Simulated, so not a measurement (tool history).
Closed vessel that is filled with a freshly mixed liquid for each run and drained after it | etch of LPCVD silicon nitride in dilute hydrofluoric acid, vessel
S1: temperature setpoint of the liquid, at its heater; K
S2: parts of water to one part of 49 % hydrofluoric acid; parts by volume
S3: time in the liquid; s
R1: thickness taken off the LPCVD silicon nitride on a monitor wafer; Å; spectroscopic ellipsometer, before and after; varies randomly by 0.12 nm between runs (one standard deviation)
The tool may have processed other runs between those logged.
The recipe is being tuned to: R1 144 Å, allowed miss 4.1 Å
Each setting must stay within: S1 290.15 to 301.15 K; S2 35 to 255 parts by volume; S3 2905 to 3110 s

run  hour      S1   S2    S3      R1
  1     0  293.15  145  2905  74.242
  2   4.4  295.15  140  2905  90.479
  3  13.3  296.65  140  2905  99.752
  4  17.5  298.15  140  2905  109.84
  5  23.2  298.15  140  3110  117.04
  6  27.8  295.15  140  3110  95.633
  7  28.9  296.65  140  3110  104.96
  8  31.9  296.65  140  3110  106.12
  9  40.8  296.65  140  3110  106.15
 10  46.6  298.15  140  3110  116.01
 11  54.3  298.15  140  3110  115.87

4 next moves are on the table. One of them brings every result within its allowed miss. Which?
  A    62  297.65  180  2965   ?
  B    62  295.15  120  2920   ?
  C    62  299.15  120  3095   ?
  D    62  298.15  115  2965   ?

move      R1
   A  83.886
   B  104.76
   C  144.21
   D   135.1
A: misses by more than the last run did
B: misses by more than the last run did
C: in spec on every target
D: an improvement on the last run, though not all results are within tolerance
Go with C: it meets all targets.
